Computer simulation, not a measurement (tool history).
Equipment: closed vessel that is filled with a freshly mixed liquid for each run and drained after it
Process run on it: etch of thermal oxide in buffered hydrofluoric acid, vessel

| run | hour | temperature setpoint of the liquid (°C) | parts of 40 % ammonium fluoride to one part of 49 % hydrofluoric acid (parts by volume) | time in the liquid (s) | thickness taken off the thermal oxide on a monitor wafer (Å) |
|---|---|---|---|---|---|
| 1 | 0.0 | 23.0 | 14.5 | 105 | 809.42 |
| 2 | 6.1 | 23.0 | 16.5 | 105 | 705.17 |
| 3 | 14.0 | 24.5 | 16.0 | 105 | 790.04 |
| 4 | 21.4 | 24.5 | 16.0 | 110 | 831.73 |
| 5 | 24.8 | 25.5 | 15.5 | 110 | 905.99 |
| 6 | 25.7 | 25.5 | 19.0 | 110 | 733.91 |

Estimate the outcome of run 7 from the log above:
| 7 | 26.9 | 26.5 | 18.0 | 110 | ? |

{"run 7": {"thickness taken off the thermal oxide on a monitor wafer (Å)": 821.58}}
